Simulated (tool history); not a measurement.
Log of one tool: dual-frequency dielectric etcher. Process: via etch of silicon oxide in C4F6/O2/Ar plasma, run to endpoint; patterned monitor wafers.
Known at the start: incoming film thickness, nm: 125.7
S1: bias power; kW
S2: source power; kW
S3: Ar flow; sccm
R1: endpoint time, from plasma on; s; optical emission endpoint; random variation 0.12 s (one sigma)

| run | hour | S1 | S2 | S3 | R1 |
|---|---|---|---|---|---|
| 1 | 0 | 0.448 | 0.3 | 400 | 31.534 |
| 2 | 8 | 0.522 | 0.3 | 400 | 29.811 |
| 3 | 12.4 | 0.581 | 0.3 | 400 | 28.869 |
| 4 | 18.3 | 0.581 | 0.35 | 400 | 26.45 |
| 5 | 25.3 | 0.581 | 0.31 | 400 | 28.327 |
| 6 | 28.8 | 0.581 | 0.26 | 400 | 30.89 |
| 7 | 36.4 | 0.594 | 0.28 | 396 | 29.378 |
| 8 | 43.7 | 0.603 | 0.29 | 393 | 28.843 |

Forecast run 9:
| 9 | 51.4 | 0.61 | 0.3 | 391 | ? |

{"run 9": {"R1": 28.181}}
